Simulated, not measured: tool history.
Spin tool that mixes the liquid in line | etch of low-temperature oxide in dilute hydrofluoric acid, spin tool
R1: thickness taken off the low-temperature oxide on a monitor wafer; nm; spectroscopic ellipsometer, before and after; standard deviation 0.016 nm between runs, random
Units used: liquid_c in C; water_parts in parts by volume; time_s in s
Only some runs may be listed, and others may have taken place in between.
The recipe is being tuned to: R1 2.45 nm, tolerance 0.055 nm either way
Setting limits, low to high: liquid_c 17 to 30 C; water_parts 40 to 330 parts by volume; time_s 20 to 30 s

{"run": 1, "hour": 0.0, "liquid_c": 22, "water_parts": 185, "time_s": 30, "R1": 3.5121}
{"run": 2, "hour": 1.3, "liquid_c": 22, "water_parts": 185, "time_s": 20, "R1": 2.3172}
{"run": 3, "hour": 8.6, "liquid_c": 22, "water_parts": 185, "time_s": 20, "R1": 2.3158}
{"run": 4, "hour": 11.0, "liquid_c": 22, "water_parts": 185, "time_s": 30, "R1": 3.4356}
{"run": 5, "hour": 12.0, "liquid_c": 20.5, "water_parts": 195, "time_s": 30, "R1": 3.0617}
{"run": 6, "hour": 18.3, "liquid_c": 17.5, "water_parts": 195, "time_s": 30, "R1": 2.7329}
{"run": 7, "hour": 25.9, "liquid_c": 17.5, "water_parts": 200, "time_s": 30, "R1": 2.6409}
{"run": 8, "hour": 33.9, "liquid_c": 17.5, "water_parts": 205, "time_s": 30, "R1": 2.5806}

Below are 4 possible settings for the next run. Only one of them brings all results inside the allowed miss of their targets. Which is it?
{"run": "A", "hour": 41.9, "liquid_c": 18.5, "water_parts": 210, "time_s": 30, "R1": "?"}
{"run": "B", "hour": 41.9, "liquid_c": 17.5, "water_parts": 195, "time_s": 30, "R1": "?"}
{"run": "C", "hour": 41.9, "liquid_c": 17, "water_parts": 220, "time_s": 30, "R1": "?"}
{"run": "D", "hour": 41.9, "liquid_c": 17, "water_parts": 210, "time_s": 30, "R1": "?"}

move=A R1=2.6219
move=B R1=2.7528
move=C R1=2.3381
move=D R1=2.4716
A: the biggest miss grows against the last run
B: the biggest miss grows against the last run
C: pushes the last run's worst result past its target
D: all results in spec
Go with D: it meets all targets.
